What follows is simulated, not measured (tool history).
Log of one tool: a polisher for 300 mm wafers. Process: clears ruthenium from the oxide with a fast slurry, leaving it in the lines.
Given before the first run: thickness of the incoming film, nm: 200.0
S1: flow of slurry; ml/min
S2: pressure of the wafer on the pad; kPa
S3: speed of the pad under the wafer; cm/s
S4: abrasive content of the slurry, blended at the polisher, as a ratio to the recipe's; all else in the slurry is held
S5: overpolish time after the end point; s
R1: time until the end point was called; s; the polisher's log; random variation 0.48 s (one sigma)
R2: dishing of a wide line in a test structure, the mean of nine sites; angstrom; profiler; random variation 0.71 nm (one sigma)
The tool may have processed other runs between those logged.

run    day   S1    S2   S3    S4  S5      R1      R2
  1      0  225  22.8   96     1  21  40.815  620.65
  2  0.225  225  26.2   96     1  21  37.793  679.24
  3  0.375  225  23.4  104     1  19  37.569   623.6
  4  0.746  175  23.4  104     1  19  38.716  635.01
  5  0.796  205  21.4  112  1.05  17  36.264  597.58
  6  0.975  205  24.8  112  1.05  17  33.149   648.3
  7  1.133  230  22.8  116   1.1  15  32.975  612.58
  8  1.358  250  22.1  122     1  14  32.613  566.24
  9    1.6  265  22.1  126   0.9  13  34.436  552.17
 10   1.65  280    20  128     1  12  34.059  519.19
 11  1.912  290  18.6  130   1.1  11  32.809  486.24
 12  2.033  300  17.2  132  1.15  10  33.874   452.7
 13  2.208  310  16.5  134   1.2   9  33.035  414.81
 14  2.425  355  13.1  142  1.45   6  33.438  296.95
 15  2.525  355  13.8  142  1.45   6  32.824  298.01

The next listed run, before its measurement:
 16  2.596  355  14.5  142  1.45   6   ?   ?

{"run 16": {"R1": 32.074, "R2": 300.84}}
